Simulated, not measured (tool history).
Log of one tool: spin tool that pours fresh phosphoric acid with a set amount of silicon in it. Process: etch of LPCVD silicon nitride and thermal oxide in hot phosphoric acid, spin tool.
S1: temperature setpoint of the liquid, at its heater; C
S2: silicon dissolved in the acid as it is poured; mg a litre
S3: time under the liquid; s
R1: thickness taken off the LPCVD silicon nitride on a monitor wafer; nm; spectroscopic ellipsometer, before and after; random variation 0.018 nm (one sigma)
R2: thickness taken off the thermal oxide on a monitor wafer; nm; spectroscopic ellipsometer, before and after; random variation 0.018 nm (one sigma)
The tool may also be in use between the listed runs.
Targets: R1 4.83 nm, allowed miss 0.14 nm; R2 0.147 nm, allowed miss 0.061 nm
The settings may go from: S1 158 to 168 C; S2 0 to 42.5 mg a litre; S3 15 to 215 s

run	hour	S1	S2	S3	R1	R2
1	0	163	18.5	110	9.0019	0.26493
2	0.6	162	17	90	7.1304	0.18422
3	1.5	162	17	110	8.6974	0.24023
4	2.9	162	17	85	6.7112	0.15597
5	8.7	161.5	11.5	75	5.8628	0.18421
6	13.2	160.5	10.5	70	5.278	0.16829
7	18.6	160	10.5	70	5.2109	0.13774
8	23.2	159.5	2.5	60	4.3788	0.17381
9	26.7	160	5	60	4.4688	0.15896
10	31.7	160.5	7	60	4.5258	0.15213
11	39.8	161	8.5	60	4.5982	0.15884
12	46	161	10	60	4.6313	0.13375

Which of these 4 next moves meets every target?
A	52.2	160	8	65	?	?
B	52.2	161.5	20	55	?	?
C	52.2	160.5	29	60	?	?
D	52.2	162	10	55	?	?

move	R1	R2
A	4.8238	0.13584
B	4.2918	0.095618
C	4.528	0.071978
D	4.3639	0.12754
A: meets every target
B: further off than the last run
C: further off than the last run
D: further off than the last run
Answer: A

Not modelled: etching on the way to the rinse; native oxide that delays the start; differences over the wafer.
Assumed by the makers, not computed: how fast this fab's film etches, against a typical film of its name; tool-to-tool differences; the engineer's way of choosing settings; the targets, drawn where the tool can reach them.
